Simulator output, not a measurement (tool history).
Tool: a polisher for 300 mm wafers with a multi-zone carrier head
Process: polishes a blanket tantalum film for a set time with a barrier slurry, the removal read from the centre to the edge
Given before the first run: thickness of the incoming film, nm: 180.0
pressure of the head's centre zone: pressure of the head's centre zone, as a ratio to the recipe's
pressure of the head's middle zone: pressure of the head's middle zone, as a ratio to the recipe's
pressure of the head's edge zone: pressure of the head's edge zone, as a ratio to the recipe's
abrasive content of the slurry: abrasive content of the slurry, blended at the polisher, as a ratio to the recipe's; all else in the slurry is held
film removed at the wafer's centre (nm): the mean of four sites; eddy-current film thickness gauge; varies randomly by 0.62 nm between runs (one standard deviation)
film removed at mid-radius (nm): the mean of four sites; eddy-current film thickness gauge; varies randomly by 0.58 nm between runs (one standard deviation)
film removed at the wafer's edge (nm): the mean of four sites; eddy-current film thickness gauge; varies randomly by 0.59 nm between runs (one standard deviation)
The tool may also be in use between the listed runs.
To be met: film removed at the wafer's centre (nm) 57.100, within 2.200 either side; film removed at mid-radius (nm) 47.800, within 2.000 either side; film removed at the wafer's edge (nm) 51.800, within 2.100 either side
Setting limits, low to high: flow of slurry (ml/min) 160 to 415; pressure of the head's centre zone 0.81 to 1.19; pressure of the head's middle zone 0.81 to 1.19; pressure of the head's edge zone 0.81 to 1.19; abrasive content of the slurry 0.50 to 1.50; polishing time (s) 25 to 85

run    day  flow of slurry (ml/min)  pressure of the head's centre zone  pressure of the head's middle zone  pressure of the head's edge zone  abrasive content of the slurry  polishing time (s)  film removed at the wafer's centre (nm)  film removed at mid-radius (nm)  film removed at the wafer's edge (nm)
  1  0.000                      265                                1.00                                1.00                              1.00                            1.00                  55                                   70.194                           70.636                                 73.406
  2  0.225                      265                                1.00                                1.05                              1.00                            1.00                  55                                   70.602                           74.110                                 72.397
  3  0.400                      265                                1.00                                1.05                              1.00                            1.10                  55                                   70.903                           76.416                                 74.009
  4  0.762                      265                                1.00                                1.09                              1.00                            1.10                  55                                   72.030                           78.798                                 73.034
  5  1.100                      265                                0.94                                1.09                              1.00                            1.10                  55                                   66.766                           76.598                                 71.905
  6  1.446                      265                                0.94                                1.09                              1.00                            1.10                  68                                   84.487                           96.295                                 90.895
  7  1.558                      270                                0.99                                1.03                              0.96                            0.90                  60                                   75.846                           77.127                                 76.691
  8  1.800                      275                                1.01                                1.00                              0.93                            0.75                  54                                   67.069                           66.791                                 65.693
  9  1.825                      275                                1.03                                0.95                              0.91                            0.65                  51                                   63.025                           58.699                                 59.816

Which of these 4 next moves meets every target?
  A  1.850                      245                                1.19                                0.91                              0.89                            0.65                  40                                        ?                                ?                                      ?
  B  1.850                      270                                1.15                                0.96                              0.83                            0.70                  41                                        ?                                ?                                      ?
  C  1.850                      265                                1.10                                0.91                              0.95                            0.80                  42                                        ?                                ?                                      ?
  D  1.850                      280                                1.05                                1.04                              0.89                            0.75                  41                                        ?                                ?                                      ?

move  film removed at the wafer's centre (nm)  film removed at mid-radius (nm)  film removed at the wafer's edge (nm)
   A                                   58.008                           44.465                                 46.326
   B                                   58.853                           48.769                                 46.926
   C                                   58.822                           48.779                                 52.251
   D                                   54.581                           53.005                                 49.072
A: moves the result that the last run missed by most past its target, out the other side
B: corrects the largest miss of the last run, while another result sits out of spec
C: hits every target within its allowed miss
D: moves toward the targets from the last run without getting all of them in spec
Go with C: it meets all targets.
